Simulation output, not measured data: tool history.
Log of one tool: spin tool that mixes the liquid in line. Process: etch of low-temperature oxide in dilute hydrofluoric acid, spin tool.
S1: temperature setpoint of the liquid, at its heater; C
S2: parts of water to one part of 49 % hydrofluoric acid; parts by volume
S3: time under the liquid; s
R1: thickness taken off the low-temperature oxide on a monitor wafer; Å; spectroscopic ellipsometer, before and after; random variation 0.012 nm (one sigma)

Run 1, hour 0: S1 21 C, S2 145 parts by volume, S3 15 s. Result: R1 18.546 Å.
Run 2, hour 2.1: S1 21 C, S2 125 parts by volume, S3 15 s. Result: R1 21.68 Å.
Run 3, hour 5.8: S1 21 C, S2 80 parts by volume, S3 15 s. Result: R1 35.875 Å.
Run 4, hour 13.4: S1 20.5 C, S2 95 parts by volume, S3 15 s. Result: R1 28.689 Å.
Run 5, hour 14.1: S1 20.5 C, S2 140 parts by volume, S3 15 s. Result: R1 18.622 Å.
Run 6, hour 23: S1 20 C, S2 145 parts by volume, S3 15 s. Result: R1 17.589 Å.

Run 7 comes next. What will it give?
Run 7, hour 29.2: S1 19.5 C, S2 150 parts by volume, S3 15 s. Result: R1 ?.

R1: 16.447 Å

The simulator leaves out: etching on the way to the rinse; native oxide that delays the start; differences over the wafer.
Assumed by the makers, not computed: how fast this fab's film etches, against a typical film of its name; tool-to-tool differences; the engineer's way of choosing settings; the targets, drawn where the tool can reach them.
